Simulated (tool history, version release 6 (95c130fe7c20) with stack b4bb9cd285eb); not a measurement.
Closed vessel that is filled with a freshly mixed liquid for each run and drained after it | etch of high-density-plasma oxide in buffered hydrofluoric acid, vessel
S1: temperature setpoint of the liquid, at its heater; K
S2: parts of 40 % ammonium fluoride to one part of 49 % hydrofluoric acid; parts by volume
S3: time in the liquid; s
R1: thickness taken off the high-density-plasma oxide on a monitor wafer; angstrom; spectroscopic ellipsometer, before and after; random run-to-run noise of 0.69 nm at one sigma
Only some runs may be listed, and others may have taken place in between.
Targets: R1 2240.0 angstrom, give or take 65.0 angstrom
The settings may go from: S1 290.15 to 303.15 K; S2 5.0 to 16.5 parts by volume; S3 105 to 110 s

run	hour	S1	S2	S3	R1
1	0.0	295.15	10.0	105	1858.4
2	6.3	295.15	10.0	105	1855.1
3	9.8	295.65	10.0	105	1906.3
4	14.6	296.15	10.0	105	1948.4
5	23.7	299.65	10.0	105	2360.9
6	27.0	303.15	10.0	105	2859.7
7	34.9	302.15	10.0	105	2706.7
8	41.4	301.65	10.0	105	2625.3
9	49.2	301.15	10.0	105	2569.1

Which one of the following 4 next-run settings gets every result inside its allowed miss? There is exactly one.
A	57.0	299.65	9.5	105	?
B	57.0	303.15	13.5	110	?
C	57.0	302.65	11.5	105	?
D	57.0	301.65	11.0	105	?

move	R1
A	2451.0
B	2234.1
C	2429.3
D	2406.4
A: an improvement on the last run, though not all results are within tolerance
B: hits every target within its allowed miss
C: an improvement on the last run, though not all results are within tolerance
D: an improvement on the last run, though not all results are within tolerance
The right move is B.

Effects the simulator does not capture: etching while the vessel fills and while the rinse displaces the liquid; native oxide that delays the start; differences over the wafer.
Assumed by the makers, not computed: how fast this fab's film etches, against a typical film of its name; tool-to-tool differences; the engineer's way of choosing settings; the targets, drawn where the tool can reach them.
